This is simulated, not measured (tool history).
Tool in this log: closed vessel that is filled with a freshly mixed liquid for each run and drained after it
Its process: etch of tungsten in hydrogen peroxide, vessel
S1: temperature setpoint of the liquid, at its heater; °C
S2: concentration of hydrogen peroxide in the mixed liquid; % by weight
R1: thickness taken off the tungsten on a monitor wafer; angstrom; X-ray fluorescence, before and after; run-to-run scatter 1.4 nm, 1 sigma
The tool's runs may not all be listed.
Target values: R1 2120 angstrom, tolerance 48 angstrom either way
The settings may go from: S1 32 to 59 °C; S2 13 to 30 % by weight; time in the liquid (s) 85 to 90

{"run": 1, "hour": 0.0, "S1": 43, "S2": 24, "time in the liquid (s)": 85, "R1": 1225}
{"run": 2, "hour": 6.1, "S1": 44.5, "S2": 24, "time in the liquid (s)": 85, "R1": 1346}
{"run": 3, "hour": 14.0, "S1": 44.5, "S2": 27, "time in the liquid (s)": 85, "R1": 1421.8}
{"run": 4, "hour": 21.3, "S1": 45.5, "S2": 27, "time in the liquid (s)": 85, "R1": 1507.9}
{"run": 5, "hour": 23.6, "S1": 46.5, "S2": 27, "time in the liquid (s)": 85, "R1": 1602.3}
{"hour": 31.2, "done": "new drum of peroxide connected"}
{"run": 6, "hour": 31.2, "S1": 47, "S2": 27, "time in the liquid (s)": 85, "R1": 1697.2}
{"run": 7, "hour": 40.4, "S1": 47.5, "S2": 27, "time in the liquid (s)": 85, "R1": 1765.3}
{"run": 8, "hour": 41.2, "S1": 48, "S2": 27, "time in the liquid (s)": 85, "R1": 1823}
{"run": 9, "hour": 42.8, "S1": 48.5, "S2": 27, "time in the liquid (s)": 85, "R1": 1843.3}
{"run": 10, "hour": 47.7, "S1": 49, "S2": 27, "time in the liquid (s)": 85, "R1": 1929.8}

Next run, 5 choices. One meets every target within its allowed miss, the rest don't. Which?
{"run": "A", "hour": 52.6, "S1": 49, "S2": 29.5, "time in the liquid (s)": 85, "R1": "?"}
{"run": "B", "hour": 52.6, "S1": 51.5, "S2": 27, "time in the liquid (s)": 85, "R1": "?"}
{"run": "C", "hour": 52.6, "S1": 50, "S2": 25.5, "time in the liquid (s)": 90, "R1": "?"}
{"run": "D", "hour": 52.6, "S1": 50.5, "S2": 30, "time in the liquid (s)": 85, "R1": "?"}
{"run": "E", "hour": 52.6, "S1": 49.5, "S2": 28.5, "time in the liquid (s)": 85, "R1": "?"}

move=A R1=2019.3
move=B R1=2250.3
move=C R1=2113.6
move=D R1=2232.2
move=E R1=2046.7
A: nearer the targets than the last run, but a result is still out of spec
B: takes the result that was furthest off past its target
C: hits every target within its allowed miss
D: takes the result that was furthest off past its target
E: nearer the targets than the last run, but a result is still out of spec
Correct choice: C, which meets every target

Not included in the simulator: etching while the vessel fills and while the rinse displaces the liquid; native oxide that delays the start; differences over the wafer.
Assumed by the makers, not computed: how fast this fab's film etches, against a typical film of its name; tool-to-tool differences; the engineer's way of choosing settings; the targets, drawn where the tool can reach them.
